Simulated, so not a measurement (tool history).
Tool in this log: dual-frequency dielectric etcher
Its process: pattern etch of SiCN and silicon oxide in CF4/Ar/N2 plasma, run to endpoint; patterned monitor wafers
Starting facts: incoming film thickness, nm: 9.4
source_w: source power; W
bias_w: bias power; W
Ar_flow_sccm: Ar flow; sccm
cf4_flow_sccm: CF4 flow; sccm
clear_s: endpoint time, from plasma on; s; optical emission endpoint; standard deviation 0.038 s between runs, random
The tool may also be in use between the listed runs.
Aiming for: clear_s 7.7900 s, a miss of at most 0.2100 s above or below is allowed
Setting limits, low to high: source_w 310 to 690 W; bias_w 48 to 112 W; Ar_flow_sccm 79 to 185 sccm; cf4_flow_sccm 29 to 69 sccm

run,day,source_w,bias_w,Ar_flow_sccm,cf4_flow_sccm,clear_s
1,0.000,500,80,132,49,9.9349
2,0.275,500,92,132,49,9.4506
3,0.500,500,92,152,49,9.5880
4,0.775,500,84,152,49,10.0100
5,0.967,530,85,152,49,9.3510
6,1.046,530,74,152,49,10.0390
7,1.192,630,77,151,49,8.3169
8,1.383,640,77,151,49,8.1377

Next run, 4 choices. One meets every target within its allowed miss, the rest don't. Which?
A,1.575,620,76,144,48,?
B,1.575,690,84,182,51,?
C,1.575,690,81,154,54,?
D,1.575,670,80,138,38,?

move,clear_s
A,8.3555
B,7.4318
C,7.2349
D,7.8132
A: its largest miss is bigger than the last run's
B: the result that was furthest off in the last run now lies on the other side of its target
C: the result that was furthest off in the last run now lies on the other side of its target
D: in spec on every target
The move that meets every target is D.

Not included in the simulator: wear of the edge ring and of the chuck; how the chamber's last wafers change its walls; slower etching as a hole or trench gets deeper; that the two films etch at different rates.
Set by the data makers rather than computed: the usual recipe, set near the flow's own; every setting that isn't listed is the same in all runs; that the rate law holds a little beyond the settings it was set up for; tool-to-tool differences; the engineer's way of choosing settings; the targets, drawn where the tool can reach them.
